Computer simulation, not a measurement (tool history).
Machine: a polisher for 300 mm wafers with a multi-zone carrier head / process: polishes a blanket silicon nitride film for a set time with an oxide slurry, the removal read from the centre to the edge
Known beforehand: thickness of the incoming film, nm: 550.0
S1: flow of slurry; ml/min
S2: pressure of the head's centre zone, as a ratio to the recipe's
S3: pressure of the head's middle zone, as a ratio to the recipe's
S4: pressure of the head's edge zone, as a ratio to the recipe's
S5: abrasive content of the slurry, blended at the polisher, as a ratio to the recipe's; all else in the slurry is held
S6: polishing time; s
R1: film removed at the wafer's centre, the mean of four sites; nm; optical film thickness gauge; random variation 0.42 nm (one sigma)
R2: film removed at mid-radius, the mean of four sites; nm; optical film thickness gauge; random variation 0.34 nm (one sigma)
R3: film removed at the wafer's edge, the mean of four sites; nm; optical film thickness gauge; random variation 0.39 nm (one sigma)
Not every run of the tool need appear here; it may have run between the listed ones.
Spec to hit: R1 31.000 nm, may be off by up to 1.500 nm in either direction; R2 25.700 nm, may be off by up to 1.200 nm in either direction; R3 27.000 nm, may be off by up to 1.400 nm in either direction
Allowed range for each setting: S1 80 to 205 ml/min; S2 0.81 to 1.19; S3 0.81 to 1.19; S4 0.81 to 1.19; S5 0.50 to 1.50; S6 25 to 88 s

run  hour   S1    S2    S3    S4    S5  S6      R1      R2      R3
  1   0.0  135  1.00  1.00  1.00  1.00  56  22.680  23.733  23.301
  2   1.0  110  1.00  1.00  1.00  1.00  56  21.676  22.250  23.575
  3   6.2  100  1.00  1.00  1.00  1.00  56  21.112  21.787  22.540
  4  12.5  100  1.00  0.94  1.00  1.00  56  20.660  20.477  22.033
  5  15.6  110  1.04  0.95  1.02  1.05  56  23.153  21.799  24.429
  6  20.5  125  1.04  0.95  1.02  1.05  56  23.881  22.021  24.242
  7  28.5  135  1.06  0.96  1.02  1.05  56  25.174  23.113  23.997
  8  33.6  140  1.08  0.96  1.04  1.05  56  25.158  23.140  24.702

Which of these 4 next moves meets every target?
  A  38.7  115  0.87  1.08  1.13  1.00  62   ?   ?   ?
  B  38.7  205  1.04  1.13  0.82  0.85  57   ?   ?   ?
  C  38.7  195  1.14  0.92  0.97  1.25  57   ?   ?   ?
  D  38.7   80  0.82  0.84  1.19  1.15  62   ?   ?   ?

move      R1      R2      R3
   A  21.247  26.361  27.945
   B  25.433  27.117  23.165
   C  30.614  25.104  27.582
   D  17.957  19.547  27.466
A: further off than the last run
B: no better and no worse than the last run
C: meets every target
D: further off than the last run
Answer: C
